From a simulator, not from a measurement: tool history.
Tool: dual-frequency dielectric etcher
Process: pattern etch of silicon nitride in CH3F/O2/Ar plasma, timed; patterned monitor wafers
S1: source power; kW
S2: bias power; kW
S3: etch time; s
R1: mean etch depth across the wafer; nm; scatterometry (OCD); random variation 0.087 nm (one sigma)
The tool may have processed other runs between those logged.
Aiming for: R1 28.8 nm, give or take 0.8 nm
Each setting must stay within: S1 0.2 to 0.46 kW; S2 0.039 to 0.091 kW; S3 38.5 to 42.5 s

| run | hour | S1 | S2 | S3 | R1 |
|---|---|---|---|---|---|
| 1 | 0 | 0.33 | 0.065 | 42.5 | 23.993 |
| 2 | 6.3 | 0.37 | 0.069 | 42.5 | 25.713 |
| 3 | 14.5 | 0.37 | 0.069 | 38.5 | 23.342 |
| 4 | 18.2 | 0.39 | 0.075 | 40 | 25.509 |
| 5 | 21.6 | 0.36 | 0.075 | 40 | 24.675 |
| 6 | 24.1 | 0.36 | 0.079 | 40 | 25.163 |
| 7 | 29.6 | 0.36 | 0.079 | 40 | 25.106 |
| 8 | 31.9 | 0.38 | 0.082 | 40.5 | 26.433 |
| 9 | 35 | 0.4 | 0.084 | 40.5 | 27.091 |
| 10 | 37.9 | 0.41 | 0.085 | 40.5 | 27.575 |
| 11 | 46.6 | 0.42 | 0.086 | 40.5 | 27.818 |

Below are 4 possible settings for the next run. Only one of them brings all results inside the allowed miss of their targets. Which is it?
| A | 55.3 | 0.45 | 0.089 | 40 | ? |
| B | 55.3 | 0.41 | 0.083 | 39 | ? |
| C | 55.3 | 0.45 | 0.088 | 42.5 | ? |
| D | 55.3 | 0.42 | 0.086 | 39.5 | ? |

| move | R1 |
|---|---|
| A | 28.675 |
| B | 26.347 |
| C | 30.338 |
| D | 27.276 |
A: all results in spec
B: its largest miss is bigger than the last run's
C: takes the biggest miss from the last run beyond its target
D: its largest miss is bigger than the last run's
Correct choice: A, which meets every target
